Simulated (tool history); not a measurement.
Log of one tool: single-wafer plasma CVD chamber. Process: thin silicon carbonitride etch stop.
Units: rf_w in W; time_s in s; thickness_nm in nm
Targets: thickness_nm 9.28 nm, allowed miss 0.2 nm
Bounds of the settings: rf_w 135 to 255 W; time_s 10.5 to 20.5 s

run 1 day=0 | rf_w=195 time_s=15.5 | thickness_nm=8.4385
run 2 day=0.129 | rf_w=205 time_s=15.5 | thickness_nm=8.4962
run 3 day=0.354 | rf_w=190 time_s=15.5 | thickness_nm=8.3491
run 4 day=0.592 | rf_w=190 time_s=14 | thickness_nm=7.6002
run 5 day=0.933 | rf_w=205 time_s=14 | thickness_nm=7.7147
run 6 day=1.054 | rf_w=210 time_s=14.3 | thickness_nm=7.9558
run 7 day=1.308 | rf_w=215 time_s=14.5 | thickness_nm=8.0359
run 8 day=1.471 | rf_w=235 time_s=17 | thickness_nm=9.7264
run 9 day=1.842 | rf_w=235 time_s=16.9 | thickness_nm=9.6202

Which of these 5 next moves meets every target?
run A day=2.212 | rf_w=245 time_s=16.9 | thickness_nm=?
run B day=2.212 | rf_w=215 time_s=17.4 | thickness_nm=?
run C day=2.212 | rf_w=255 time_s=16.9 | thickness_nm=?
run D day=2.212 | rf_w=235 time_s=16.3 | thickness_nm=?
run E day=2.212 | rf_w=255 time_s=17.3 | thickness_nm=?

move=A thickness_nm=9.7175
move=B thickness_nm=9.6481
move=C thickness_nm=9.8268
move=D thickness_nm=9.2641
move=E thickness_nm=10.059
A: further off than the last run
B: further off than the last run
C: further off than the last run
D: meets every target
E: further off than the last run
The right move is D.
